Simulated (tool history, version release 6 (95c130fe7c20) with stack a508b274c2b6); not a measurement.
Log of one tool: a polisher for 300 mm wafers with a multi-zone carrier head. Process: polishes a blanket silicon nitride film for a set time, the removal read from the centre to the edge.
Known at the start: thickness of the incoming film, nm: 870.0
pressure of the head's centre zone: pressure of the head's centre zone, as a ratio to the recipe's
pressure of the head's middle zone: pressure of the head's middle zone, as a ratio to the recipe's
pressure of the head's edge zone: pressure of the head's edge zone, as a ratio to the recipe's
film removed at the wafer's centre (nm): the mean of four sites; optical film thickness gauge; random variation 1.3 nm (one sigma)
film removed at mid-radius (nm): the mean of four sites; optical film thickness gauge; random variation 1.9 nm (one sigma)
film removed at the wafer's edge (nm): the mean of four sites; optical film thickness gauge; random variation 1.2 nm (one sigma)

| run | hour | flow of slurry (ml/min) | pressure of the head's centre zone | pressure of the head's middle zone | pressure of the head's edge zone | polishing time (s) | film removed at the wafer's centre (nm) | film removed at mid-radius (nm) | film removed at the wafer's edge (nm) |
|---|---|---|---|---|---|---|---|---|---|
| 1 | 0.0 | 200 | 1.00 | 1.00 | 1.00 | 58 | 97.892 | 98.034 | 100.05 |
| 2 | 1.5 | 200 | 1.00 | 1.05 | 1.00 | 58 | 98.591 | 103.750 | 100.34 |
| 3 | 5.3 | 205 | 1.01 | 1.06 | 1.04 | 61 | 103.930 | 108.120 | 107.42 |
| 4 | 6.8 | 165 | 1.01 | 1.06 | 1.04 | 61 | 100.690 | 103.870 | 102.01 |
| 5 | 14.1 | 195 | 1.01 | 1.06 | 1.04 | 61 | 105.160 | 107.540 | 106.11 |
| 6 | 22.8 | 165 | 1.01 | 1.06 | 1.04 | 61 | 101.440 | 105.230 | 103.94 |
| 7 | 28.0 | 185 | 1.01 | 1.08 | 1.07 | 64 | 107.670 | 114.110 | 112.51 |
| 8 | 28.8 | 205 | 1.03 | 1.10 | 1.09 | 65 | 114.760 | 119.180 | 115.70 |
| 9 | 30.3 | 220 | 1.03 | 1.10 | 1.11 | 67 | 119.260 | 123.370 | 123.05 |
| 10 | 36.8 | 235 | 1.03 | 1.11 | 1.12 | 68 | 122.300 | 124.590 | 125.70 |
| 11 | 38.8 | 240 | 1.03 | 1.12 | 1.13 | 69 | 122.750 | 126.660 | 127.57 |
| 12 | 40.7 | 240 | 1.03 | 1.13 | 1.14 | 70 | 123.280 | 136.280 | 128.29 |
| 13 | 42.8 | 245 | 1.03 | 1.13 | 1.15 | 71 | 127.470 | 139.630 | 134.35 |
| 14 | 48.7 | 250 | 1.04 | 1.13 | 1.16 | 71 | 127.220 | 137.560 | 134.22 |

Forecast run 15:
| 15 | 51.6 | 255 | 1.05 | 1.13 | 1.17 | 71 | ? | ? | ? |

Run 15 gave film removed at the wafer's centre (nm) 131.780, film removed at mid-radius (nm) 138.220, film removed at the wafer's edge (nm) 135.15.
